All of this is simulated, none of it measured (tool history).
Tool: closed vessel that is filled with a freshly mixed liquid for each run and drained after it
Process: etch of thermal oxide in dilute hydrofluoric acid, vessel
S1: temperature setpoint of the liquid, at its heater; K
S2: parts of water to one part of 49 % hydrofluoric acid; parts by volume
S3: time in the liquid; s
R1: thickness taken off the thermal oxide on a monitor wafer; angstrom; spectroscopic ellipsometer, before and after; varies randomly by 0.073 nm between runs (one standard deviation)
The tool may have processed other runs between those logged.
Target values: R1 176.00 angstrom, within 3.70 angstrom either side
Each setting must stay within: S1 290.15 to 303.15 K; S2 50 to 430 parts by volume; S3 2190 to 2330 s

run	hour	S1	S2	S3	R1
1	0.0	295.15	240	2190	290.50
2	2.8	292.15	240	2190	260.68
3	11.1	291.65	260	2190	228.59
4	19.5	291.65	260	2190	229.88
5	25.4	291.15	270	2190	216.33
6	26.3	291.15	235	2190	254.64
7	32.2	290.65	255	2190	227.50
8	40.5	290.65	270	2190	212.32
9	49.3	290.65	270	2190	211.28

Next run, 4 choices. One meets every target within its allowed miss, the rest don't. Which?
A	58.1	290.15	225	2190	?
B	58.1	290.15	310	2230	?
C	58.1	290.65	265	2265	?
D	58.1	291.65	265	2295	?

move	R1
A	259.26
B	176.90
C	223.28
D	234.87
A: moves away from the targets compared with the last run
B: meets every target
C: moves away from the targets compared with the last run
D: moves away from the targets compared with the last run
B is the move that brings every result within its allowed miss.

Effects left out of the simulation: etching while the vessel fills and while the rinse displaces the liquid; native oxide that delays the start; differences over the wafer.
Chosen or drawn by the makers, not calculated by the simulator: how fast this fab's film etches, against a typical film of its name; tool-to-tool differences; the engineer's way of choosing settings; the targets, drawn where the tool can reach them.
